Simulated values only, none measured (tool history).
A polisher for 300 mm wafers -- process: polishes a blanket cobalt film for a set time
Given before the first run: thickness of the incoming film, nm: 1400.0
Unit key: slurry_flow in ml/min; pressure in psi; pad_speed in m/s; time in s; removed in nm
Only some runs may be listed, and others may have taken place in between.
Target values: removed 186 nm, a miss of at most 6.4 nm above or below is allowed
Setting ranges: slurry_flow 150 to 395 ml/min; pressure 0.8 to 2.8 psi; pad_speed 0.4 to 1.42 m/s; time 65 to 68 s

{"run": 1, "hour": 0.0, "slurry_flow": 250, "pressure": 1.8, "pad_speed": 0.9, "time": 65, "removed": 279.93}
{"run": 2, "hour": 6.5, "slurry_flow": 250, "pressure": 2.1, "pad_speed": 0.9, "time": 65, "removed": 317.18}
{"run": 3, "hour": 9.7, "slurry_flow": 250, "pressure": 2.1, "pad_speed": 1.08, "time": 65, "removed": 372.34}
{"run": 4, "hour": 11.0, "slurry_flow": 250, "pressure": 2.1, "pad_speed": 1.22, "time": 65, "removed": 419.77}
{"run": 5, "hour": 17.0, "slurry_flow": 245, "pressure": 1.7, "pad_speed": 1.14, "time": 65, "removed": 332.71}
{"run": 6, "hour": 20.3, "slurry_flow": 240, "pressure": 1.4, "pad_speed": 1.06, "time": 65, "removed": 270.61}
{"run": 7, "hour": 29.2, "slurry_flow": 240, "pressure": 1.2, "pad_speed": 1.02, "time": 65, "removed": 231.34}
{"run": 8, "hour": 29.9, "slurry_flow": 240, "pressure": 1.1, "pad_speed": 1.02, "time": 65, "removed": 220.61}
{"run": 9, "hour": 34.3, "slurry_flow": 235, "pressure": 0.8, "pad_speed": 1, "time": 65, "removed": 175.62}
{"run": 10, "hour": 41.6, "slurry_flow": 240, "pressure": 0.8, "pad_speed": 1, "time": 65, "removed": 178.35}

Consider the 5 candidate settings below. Which is the only one whose results all fall within their allowed miss of target?
{"run": "A", "hour": 48.9, "slurry_flow": 195, "pressure": 0.8, "pad_speed": 0.92, "time": 68, "removed": "?"}
{"run": "B", "hour": 48.9, "slurry_flow": 290, "pressure": 0.9, "pad_speed": 0.88, "time": 65, "removed": "?"}
{"run": "C", "hour": 48.9, "slurry_flow": 300, "pressure": 0.8, "pad_speed": 0.92, "time": 66, "removed": "?"}
{"run": "D", "hour": 48.9, "slurry_flow": 255, "pressure": 0.8, "pad_speed": 0.94, "time": 65, "removed": "?"}
{"run": "E", "hour": 48.9, "slurry_flow": 180, "pressure": 0.8, "pad_speed": 1.1, "time": 65, "removed": "?"}

move=A removed=167.67
move=B removed=173.26
move=C removed=171.64
move=D removed=169.64
move=E removed=187.83
A: moves away from the targets compared with the last run
B: moves away from the targets compared with the last run
C: moves away from the targets compared with the last run
D: moves away from the targets compared with the last run
E: meets every target
E is the move that brings every result within its allowed miss.

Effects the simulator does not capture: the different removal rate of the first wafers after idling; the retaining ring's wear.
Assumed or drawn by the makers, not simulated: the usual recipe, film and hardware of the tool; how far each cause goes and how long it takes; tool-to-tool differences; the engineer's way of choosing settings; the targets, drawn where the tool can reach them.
